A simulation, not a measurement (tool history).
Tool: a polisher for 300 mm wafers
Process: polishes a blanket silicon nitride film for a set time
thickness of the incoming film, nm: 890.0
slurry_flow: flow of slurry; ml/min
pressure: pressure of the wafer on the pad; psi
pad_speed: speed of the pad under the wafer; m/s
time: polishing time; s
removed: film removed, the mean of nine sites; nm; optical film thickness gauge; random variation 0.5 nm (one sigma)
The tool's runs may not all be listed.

run 1 hour=0.0 | slurry_flow=140 pressure=2.8 pad_speed=0.90 time=57 | removed=72.322
run 2 hour=4.5 | slurry_flow=155 pressure=2.8 pad_speed=0.90 time=57 | removed=74.161
run 3 hour=9.6 | slurry_flow=140 pressure=2.8 pad_speed=0.90 time=57 | removed=72.427
run 4 hour=15.9 | slurry_flow=140 pressure=3.5 pad_speed=0.90 time=57 | removed=90.412
run 5 hour=21.3 | slurry_flow=135 pressure=3.3 pad_speed=0.90 time=57 | removed=84.738
run 6 hour=29.6 | slurry_flow=130 pressure=3.2 pad_speed=0.90 time=57 | removed=81.407
run 7 hour=33.0 | slurry_flow=125 pressure=3.1 pad_speed=0.90 time=57 | removed=79.070
run 8 hour=39.3 | slurry_flow=115 pressure=2.5 pad_speed=0.90 time=57 | removed=62.552
run 9 hour=45.6 | slurry_flow=120 pressure=2.5 pad_speed=0.90 time=57 | removed=63.055

Forecast run 10:
run 10 hour=51.2 | slurry_flow=125 pressure=2.5 pad_speed=0.90 time=57 | removed=?

removed: 64.381 nm
